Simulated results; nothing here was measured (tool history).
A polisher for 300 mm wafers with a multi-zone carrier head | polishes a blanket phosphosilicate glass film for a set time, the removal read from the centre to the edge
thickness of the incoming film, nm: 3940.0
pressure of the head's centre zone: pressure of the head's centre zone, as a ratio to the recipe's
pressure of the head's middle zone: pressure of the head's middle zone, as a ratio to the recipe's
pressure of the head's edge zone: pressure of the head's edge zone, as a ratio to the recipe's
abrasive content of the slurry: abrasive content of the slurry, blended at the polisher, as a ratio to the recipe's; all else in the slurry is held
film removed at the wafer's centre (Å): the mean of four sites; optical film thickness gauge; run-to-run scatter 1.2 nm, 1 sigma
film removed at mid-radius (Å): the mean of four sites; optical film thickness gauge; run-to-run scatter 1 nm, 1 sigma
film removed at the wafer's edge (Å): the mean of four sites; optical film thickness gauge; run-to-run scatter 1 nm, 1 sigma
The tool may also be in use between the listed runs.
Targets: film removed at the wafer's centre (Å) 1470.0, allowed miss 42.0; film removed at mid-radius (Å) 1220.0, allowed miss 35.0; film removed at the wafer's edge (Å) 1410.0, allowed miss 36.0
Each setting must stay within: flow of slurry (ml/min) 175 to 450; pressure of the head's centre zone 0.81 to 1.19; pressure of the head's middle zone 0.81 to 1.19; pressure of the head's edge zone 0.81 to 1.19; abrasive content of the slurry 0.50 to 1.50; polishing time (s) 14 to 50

run  hour  flow of slurry (ml/min)  pressure of the head's centre zone  pressure of the head's middle zone  pressure of the head's edge zone  abrasive content of the slurry  polishing time (s)  film removed at the wafer's centre (Å)  film removed at mid-radius (Å)  film removed at the wafer's edge (Å)
  1   0.0                      290                                1.00                                1.00                              1.00                            1.00                  32                                  2302.5                          2298.1                                2271.7
  2   8.4                      265                                1.00                                1.00                              1.00                            1.00                  32                                  2265.4                          2204.3                                2221.8
  3  15.2                      265                                1.00                                1.08                              1.00                            1.00                  32                                  2223.4                          2411.9                                2242.3
  4  19.1                      265                                0.96                                1.08                              1.00                            1.00                  32                                  2132.4                          2351.9                                2220.2
  5  27.2                      255                                0.96                                1.05                              0.99                            0.95                  32                                  2083.5                          2268.9                                2162.0
  6  31.6                      300                                0.96                                1.05                              0.99                            0.95                  32                                  2157.1                          2336.2                                2168.4
  7  39.4                      285                                0.96                                1.02                              0.99                            0.90                  31                                  1981.3                          2104.0                                2063.0
  8  45.8                      280                                0.97                                0.99                              0.97                            0.85                  30                                  1872.8                          1914.2                                1896.1
  9  50.4                      270                                0.98                                0.97                              0.96                            0.80                  30                                  1794.4                          1824.0                                1824.7
 10  55.7                      260                                0.99                                0.95                              0.96                            0.75                  30                                  1770.7                          1725.1                                1742.4
 11  58.9                      260                                0.99                                0.95                              0.96                            0.75                  30                                  1764.1                          1730.3                                1726.6
 12  59.8                      250                                0.99                                0.93                              0.97                            0.70                  30                                  1678.9                          1624.0                                1693.7
 13  66.2                      245                                1.00                                0.92                              0.97                            0.70                  30                                  1671.5                          1560.9                                1701.8
 14  70.9                      230                                1.02                                0.82                              0.87                            0.50                  29                                  1304.4                          1082.7                                1195.7
 15  76.8                      245                                1.02                                0.82                              0.89                            0.50                  29                                  1319.8                          1083.6                                1246.2
 16  81.2                      325                                1.06                                0.92                              0.93                            0.55                  29                                  1517.0                          1332.9                                1377.0

5 next moves are on the table. One of them brings every result within its allowed miss. Which?
  A  85.6                      365                                1.14                                0.87                              0.92                            0.60                  26                                       ?                               ?                                     ?
  B  85.6                      280                                0.98                                0.98                              0.97                            0.50                  33                                       ?                               ?                                     ?
  C  85.6                      345                                1.10                                0.82                              0.96                            0.55                  29                                       ?                               ?                                     ?
  D  85.6                      225                                1.14                                0.91                              1.12                            0.50                  30                                       ?                               ?                                     ?
  E  85.6                      320                                1.06                                0.95                              0.94                            0.55                  28                                       ?                               ?                                     ?

move  film removed at the wafer's centre (Å)  film removed at mid-radius (Å)  film removed at the wafer's edge (Å)
   A                                  1573.2                          1229.6                                1333.6
   B                                  1466.3                          1463.5                                1479.4
   C                                  1582.4                          1219.8                                1419.2
   D                                  1488.2                          1214.0                                1414.4
   E                                  1465.2                          1321.1                                1347.1
A: gets the furthest-off result to its target, but another result is out of tolerance
B: lands further from the targets than the last run did
C: gets the furthest-off result to its target, but another result is out of tolerance
D: all results land within tolerance of their targets
E: nearer than the last run, and not there yet
Move D is the one to make.
